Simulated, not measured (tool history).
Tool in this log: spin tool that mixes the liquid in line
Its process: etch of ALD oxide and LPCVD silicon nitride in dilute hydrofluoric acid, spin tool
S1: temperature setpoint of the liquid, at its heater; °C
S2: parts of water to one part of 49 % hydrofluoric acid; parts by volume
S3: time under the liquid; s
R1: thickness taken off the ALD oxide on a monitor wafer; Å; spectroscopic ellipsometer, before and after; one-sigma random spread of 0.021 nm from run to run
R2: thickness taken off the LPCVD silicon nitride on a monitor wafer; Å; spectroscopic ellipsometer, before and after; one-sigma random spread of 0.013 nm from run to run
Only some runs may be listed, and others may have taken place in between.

Run 1, hour 0.0: S1 21.0 °C, S2 130 parts by volume, S3 30 s. Result: R1 64.774 Å, R2 1.09210 Å.
Run 2, hour 4.4: S1 21.0 °C, S2 130 parts by volume, S3 20 s. Result: R1 43.519 Å, R2 0.66426 Å.
Run 3, hour 11.8: S1 18.0 °C, S2 130 parts by volume, S3 20 s. Result: R1 38.185 Å, R2 0.65994 Å.
Run 4, hour 16.7: S1 18.0 °C, S2 130 parts by volume, S3 15 s. Result: R1 28.551 Å, R2 0.46761 Å.
Run 5, hour 22.6: S1 18.0 °C, S2 165 parts by volume, S3 15 s. Result: R1 21.956 Å, R2 0.42751 Å.
Run 6, hour 24.8: S1 20.5 °C, S2 165 parts by volume, S3 15 s. Result: R1 24.027 Å, R2 0.19319 Å.
Run 7, hour 27.6: S1 21.5 °C, S2 160 parts by volume, S3 15 s. Result: R1 25.771 Å, R2 0.33456 Å.
Run 8, hour 28.8: S1 23.5 °C, S2 160 parts by volume, S3 15 s. Result: R1 27.988 Å, R2 0.37229 Å.

Run 9 has not been measured yet. What should we expect?
Run 9, hour 35.0: S1 27.5 °C, S2 160 parts by volume, S3 15 s. Result: R1 ?, R2 ?.

{"run 9": {"R1": 32.521, "R2": 0.7206}}

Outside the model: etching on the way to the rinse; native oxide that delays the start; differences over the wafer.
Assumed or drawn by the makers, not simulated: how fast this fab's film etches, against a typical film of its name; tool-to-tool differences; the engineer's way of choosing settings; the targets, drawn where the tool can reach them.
